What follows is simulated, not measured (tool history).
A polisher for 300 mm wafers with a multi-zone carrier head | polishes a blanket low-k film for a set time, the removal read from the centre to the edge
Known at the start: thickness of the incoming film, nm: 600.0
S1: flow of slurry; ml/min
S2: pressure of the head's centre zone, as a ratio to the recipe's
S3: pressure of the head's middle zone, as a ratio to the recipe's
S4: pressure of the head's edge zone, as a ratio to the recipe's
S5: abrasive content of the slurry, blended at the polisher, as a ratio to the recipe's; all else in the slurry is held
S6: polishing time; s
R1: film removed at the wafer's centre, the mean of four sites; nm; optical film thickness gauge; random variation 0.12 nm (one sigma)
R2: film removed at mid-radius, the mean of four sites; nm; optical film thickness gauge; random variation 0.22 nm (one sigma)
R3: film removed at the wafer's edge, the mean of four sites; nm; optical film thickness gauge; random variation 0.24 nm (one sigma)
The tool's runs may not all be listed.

run,day,S1,S2,S3,S4,S5,S6,R1,R2,R3
1,0.000,180,1.00,1.00,1.00,1.00,82,25.734,26.670,26.103
2,0.275,175,0.99,0.98,0.98,0.90,82,23.378,24.255,24.014
3,0.588,175,0.99,1.06,0.98,0.90,82,23.649,26.020,23.759
4,0.938,170,0.98,1.03,0.96,0.85,82,22.317,24.273,22.906
5,1.129,170,0.98,1.03,0.96,0.70,82,18.260,19.798,18.712
6,1.162,170,1.04,1.03,0.96,0.70,82,19.227,19.803,18.871

Forecast run 7:
7,1.338,120,1.00,0.96,1.01,0.70,82,?,?,?

{"run 7": {"R1": 16.889, "R2": 17.169, "R3": 18.353}}

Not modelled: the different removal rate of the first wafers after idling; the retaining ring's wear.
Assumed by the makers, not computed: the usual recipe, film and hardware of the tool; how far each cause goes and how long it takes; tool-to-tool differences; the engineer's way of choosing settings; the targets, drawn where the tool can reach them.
